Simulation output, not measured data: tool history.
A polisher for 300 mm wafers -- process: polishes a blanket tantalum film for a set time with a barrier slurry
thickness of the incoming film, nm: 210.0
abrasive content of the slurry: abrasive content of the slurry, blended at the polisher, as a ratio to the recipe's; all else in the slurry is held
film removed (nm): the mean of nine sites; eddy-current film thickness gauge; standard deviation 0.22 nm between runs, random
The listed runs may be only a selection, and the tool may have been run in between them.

run	hour	flow of slurry (ml/min)	pressure of the wafer on the pad (psi)	speed of the pad under the wafer (cm/s)	abrasive content of the slurry	polishing time (s)	film removed (nm)
1	0	315	1.4	80	1	34	35.108
2	3.4	315	1.4	80	1	30	31.138
3	11.2	315	1.4	80	1	34	34.387
4	13.4	315	1.4	70	1	34	31.9
5	17.2	315	1.3	70	1	34	29.794
6	25.7	315	1.2	70	1	34	27.532
7	30.9	315	1.1	70	1	34	25.516

Run 8, settings as shown, results not yet in. Your forecast:
8	34.3	315	1	70	1	34	?

Run 8 came out at film removed (nm) 22.971.

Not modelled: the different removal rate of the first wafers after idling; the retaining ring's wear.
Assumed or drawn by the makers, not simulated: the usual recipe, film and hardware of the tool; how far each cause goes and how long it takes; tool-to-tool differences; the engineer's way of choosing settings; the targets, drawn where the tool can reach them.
